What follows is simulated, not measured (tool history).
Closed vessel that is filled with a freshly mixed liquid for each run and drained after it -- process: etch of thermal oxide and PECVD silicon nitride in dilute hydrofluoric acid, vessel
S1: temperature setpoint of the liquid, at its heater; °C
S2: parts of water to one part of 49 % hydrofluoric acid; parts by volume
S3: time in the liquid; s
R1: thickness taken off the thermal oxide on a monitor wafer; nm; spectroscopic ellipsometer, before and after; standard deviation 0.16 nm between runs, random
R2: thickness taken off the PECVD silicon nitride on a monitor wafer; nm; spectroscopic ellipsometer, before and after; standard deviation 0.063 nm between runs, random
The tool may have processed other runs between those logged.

run 1 hour=0.0 | S1=25.0 S2=175 S3=1570 | R1=38.205 R2=23.128
run 2 hour=4.7 | S1=24.0 S2=180 S3=1580 | R1=35.857 R2=21.465
run 3 hour=10.3 | S1=24.0 S2=180 S3=1955 | R1=44.654 R2=26.396
run 4 hour=20.0 | S1=23.0 S2=190 S3=1975 | R1=40.612 R2=23.658
run 5 hour=23.0 | S1=22.5 S2=200 S3=1995 | R1=38.144 R2=21.928
run 6 hour=32.3 | S1=22.5 S2=140 S3=1995 | R1=58.332 R2=31.252
run 7 hour=37.5 | S1=22.0 S2=160 S3=2015 | R1=49.608 R2=26.914

What does the tool deliver on the next run?
run 8 hour=46.1 | S1=21.5 S2=175 S3=2035 | R1=? R2=?

R1: 43.032 nm
R2: 23.937 nm
